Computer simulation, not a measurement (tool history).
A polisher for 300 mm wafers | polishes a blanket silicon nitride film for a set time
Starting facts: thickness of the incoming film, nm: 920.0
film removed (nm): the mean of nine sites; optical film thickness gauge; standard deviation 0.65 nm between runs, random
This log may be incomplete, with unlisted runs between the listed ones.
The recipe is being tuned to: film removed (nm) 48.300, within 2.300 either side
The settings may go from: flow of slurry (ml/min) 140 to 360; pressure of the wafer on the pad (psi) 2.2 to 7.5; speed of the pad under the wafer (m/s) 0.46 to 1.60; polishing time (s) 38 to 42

run,hour,flow of slurry (ml/min),pressure of the wafer on the pad (psi),speed of the pad under the wafer (m/s),polishing time (s),film removed (nm)
1,0.0,230,4.8,1.02,42,95.116
2,2.5,230,4.2,0.98,42,80.912
3,5.3,230,3.8,0.96,42,72.008
4,14.3,195,3.8,0.96,42,71.544
5,18.8,235,3.8,0.96,42,72.090
6,25.5,235,4.8,0.96,42,87.554
7,30.5,235,4.3,0.94,42,80.304
8,34.6,235,3.8,0.92,42,69.628
9,40.0,235,3.5,0.92,42,64.603
10,44.3,235,3.2,0.92,42,60.527
11,46.1,235,2.2,0.90,42,40.648
12,53.6,235,2.3,0.90,42,42.986
13,60.6,235,2.4,0.90,42,43.488

Of the 4 settings listed for the next run, only one would bring every result within its allowed miss of target. Which one?
A,67.6,260,2.5,1.04,42,?
B,67.6,205,3.2,0.74,41,?
C,67.6,190,2.3,0.94,41,?
D,67.6,255,2.8,0.66,42,?

move,film removed (nm)
A,52.610
B,48.022
C,42.050
D,40.621
A: takes the result that was furthest off past its target
B: hits every target within its allowed miss
C: moves away from the targets compared with the last run
D: moves away from the targets compared with the last run
Move B is the one to make.
